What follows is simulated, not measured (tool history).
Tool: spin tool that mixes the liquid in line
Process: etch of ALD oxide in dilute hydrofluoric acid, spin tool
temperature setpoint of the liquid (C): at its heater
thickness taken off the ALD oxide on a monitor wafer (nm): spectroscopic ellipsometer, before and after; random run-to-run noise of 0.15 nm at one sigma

run    day  temperature setpoint of the liquid (C)  parts of water to one part of 49 % hydrofluoric acid (parts by volume)  time under the liquid (s)  thickness taken off the ALD oxide on a monitor wafer (nm)
  1      0                                      20                                                                     250                        250                                                     22.188
  2  0.038                                      21                                                                     240                        250                                                     24.312
  3  0.062                                      22                                                                     235                        250                                                       25.8
  4  0.179                                      22                                                                     160                        250                                                     41.322
  5  0.362                                      22                                                                     160                        250                                                     40.985
  6  0.404                                    23.5                                                                     160                        250                                                     43.726
  7  0.758                                      23                                                                     160                        250                                                     42.609
  8  1.075                                    22.5                                                                     160                        250                                                       41.6

Run 9 has not been measured yet. What should we expect?
  9  1.438                                    21.5                                                                     160                        250                                                          ?

Run 9 measured thickness taken off the ALD oxide on a monitor wafer (nm) 40.579.
